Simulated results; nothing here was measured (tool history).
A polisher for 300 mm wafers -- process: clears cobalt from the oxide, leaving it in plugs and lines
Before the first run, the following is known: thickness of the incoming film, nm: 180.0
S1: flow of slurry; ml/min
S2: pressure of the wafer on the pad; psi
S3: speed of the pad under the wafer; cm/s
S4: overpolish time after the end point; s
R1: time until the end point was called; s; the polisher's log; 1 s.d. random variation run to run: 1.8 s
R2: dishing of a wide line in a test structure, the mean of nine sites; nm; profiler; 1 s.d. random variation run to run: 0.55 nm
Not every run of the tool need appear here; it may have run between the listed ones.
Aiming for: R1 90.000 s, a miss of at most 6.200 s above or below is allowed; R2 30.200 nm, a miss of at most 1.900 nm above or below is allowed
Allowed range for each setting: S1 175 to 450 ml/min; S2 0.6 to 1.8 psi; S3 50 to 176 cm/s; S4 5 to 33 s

run,day,S1,S2,S3,S4,R1,R2
1,0.000,290,1.2,112,17,52.018,43.152
2,0.346,290,1.0,110,17,64.701,37.201
3,0.383,360,1.0,110,17,62.941,38.592
4,0.496,360,1.0,110,10,62.587,25.566
5,0.575,405,1.0,110,10,63.219,25.150
6,0.600,405,0.9,108,12,69.470,27.231
7,0.671,405,0.8,108,13,77.864,26.654
8,0.721,405,0.8,108,14,77.244,27.029
9,0.879,405,0.8,106,15,76.573,29.166

Of the 5 settings listed for the next run, only one would bring every result within its allowed miss of target. Which one?
A,1.038,405,1.0,98,12,?,?
B,1.038,445,0.7,114,14,?,?
C,1.038,365,0.7,106,18,?,?
D,1.038,400,1.1,92,11,?,?
E,1.038,425,0.9,98,16,?,?

move,R1,R2
A,64.198,28.033
B,82.147,26.067
C,86.999,30.434
D,60.713,27.333
E,70.814,32.510
A: moves away from the targets compared with the last run
B: neither nearer nor further off than the last run
C: each result inside its tolerance
D: moves away from the targets compared with the last run
E: moves away from the targets compared with the last run
C is the move that brings every result within its allowed miss.
